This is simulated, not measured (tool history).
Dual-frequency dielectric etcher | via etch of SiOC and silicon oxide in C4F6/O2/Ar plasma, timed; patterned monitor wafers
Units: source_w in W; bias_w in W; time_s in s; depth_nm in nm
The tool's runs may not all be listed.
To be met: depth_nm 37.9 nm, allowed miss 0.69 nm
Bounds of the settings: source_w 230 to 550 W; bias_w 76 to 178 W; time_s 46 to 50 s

run 1 hour=0 | source_w=390 bias_w=127 time_s=50 | depth_nm=49.686
run 2 hour=8.1 | source_w=390 bias_w=146 time_s=50 | depth_nm=52.632
run 3 hour=8.7 | source_w=390 bias_w=156 time_s=50 | depth_nm=54.148
run 4 hour=12.2 | source_w=450 bias_w=156 time_s=50 | depth_nm=56.536
run 5 hour=17.9 | source_w=420 bias_w=142 time_s=49.5 | depth_nm=53.171
run 6 hour=23.5 | source_w=480 bias_w=142 time_s=49.5 | depth_nm=55.115
run 7 hour=24.4 | source_w=440 bias_w=130 time_s=49 | depth_nm=51.193
run 8 hour=31.1 | source_w=410 bias_w=120 time_s=48.5 | depth_nm=48.07
run 9 hour=32.9 | source_w=380 bias_w=113 time_s=48.5 | depth_nm=45.392
run 10 hour=35.8 | source_w=360 bias_w=110 time_s=48.5 | depth_nm=44.058
run 11 hour=44.7 | source_w=340 bias_w=108 time_s=48.5 | depth_nm=42.675
run 12 hour=47.8 | source_w=320 bias_w=107 time_s=48.5 | depth_nm=41.975
run 13 hour=52.8 | source_w=310 bias_w=106 time_s=48.5 | depth_nm=41.127
run 14 hour=56.1 | source_w=300 bias_w=105 time_s=48.5 | depth_nm=40.499
run 15 hour=57.4 | source_w=290 bias_w=105 time_s=48.5 | depth_nm=39.604

Which of these 5 next moves meets every target?
run A hour=58.7 | source_w=310 bias_w=116 time_s=46.5 | depth_nm=?
run B hour=58.7 | source_w=290 bias_w=115 time_s=48.5 | depth_nm=?
run C hour=58.7 | source_w=290 bias_w=104 time_s=48.5 | depth_nm=?
run D hour=58.7 | source_w=300 bias_w=114 time_s=48.5 | depth_nm=?
run E hour=58.7 | source_w=260 bias_w=113 time_s=46.5 | depth_nm=?

move=A depth_nm=40.809
move=B depth_nm=41.376
move=C depth_nm=39.683
move=D depth_nm=41.748
move=E depth_nm=37.828
A: further off than the last run
B: further off than the last run
C: as far off as the last run
D: further off than the last run
E: meets every target
Move E is the one to make.
